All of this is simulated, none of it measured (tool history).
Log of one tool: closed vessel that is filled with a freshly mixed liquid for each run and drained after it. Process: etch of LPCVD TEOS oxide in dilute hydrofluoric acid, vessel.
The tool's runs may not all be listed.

run,hour,temperature setpoint of the liquid (°C),parts of water to one part of 49 % hydrofluoric acid (parts by volume),time in the liquid (s),thickness taken off the LPCVD TEOS oxide on a monitor wafer (Å)
1,0.0,20.0,105,30,42.736
2,7.0,17.0,105,30,36.999
3,14.2,19.0,100,30,43.242
4,22.4,21.0,100,30,47.200
5,26.7,22.5,95,30,52.891
6,30.1,23.5,90,30,57.976
7,31.8,23.5,90,30,57.412

What will run 8 give?
8,33.0,24.5,85,30,?

thickness taken off the LPCVD TEOS oxide on a monitor wafer (Å): 64.151
